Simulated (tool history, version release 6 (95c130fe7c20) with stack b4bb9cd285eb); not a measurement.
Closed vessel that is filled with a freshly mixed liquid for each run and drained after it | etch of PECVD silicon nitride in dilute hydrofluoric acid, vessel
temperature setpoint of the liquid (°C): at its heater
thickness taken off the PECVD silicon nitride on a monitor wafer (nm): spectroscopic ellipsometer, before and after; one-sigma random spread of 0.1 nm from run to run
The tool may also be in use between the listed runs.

run  hour  temperature setpoint of the liquid (°C)  parts of water to one part of 49 % hydrofluoric acid (parts by volume)  time in the liquid (s)  thickness taken off the PECVD silicon nitride on a monitor wafer (nm)
  1     0                                       21                                                                     165                     925                                                                 19.258
  2   7.2                                       22                                                                     165                     925                                                                 20.551
  3  12.2                                       22                                                                     125                     925                                                                 27.298
  4  13.6                                       22                                                                      90                     925                                                                 37.451
  5  20.3                                       21                                                                      95                     925                                                                 33.267
  6  23.8                                       20                                                                      95                     925                                                                 31.047
  7  27.5                                     19.5                                                                      95                     925                                                                 29.988
  8  32.5                                       19                                                                      95                     925                                                                  29.05
  9  41.4                                     18.5                                                                      95                     925                                                                 27.983
 10  50.6                                       18                                                                      95                     925                                                                 27.326
 11  60.1                                       17                                                                     100                     925                                                                 24.022

Run 12 comes next. What will it give?
 12    65                                       17                                                                     100                     925                                                                      ?

thickness taken off the PECVD silicon nitride on a monitor wafer (nm): 24.17
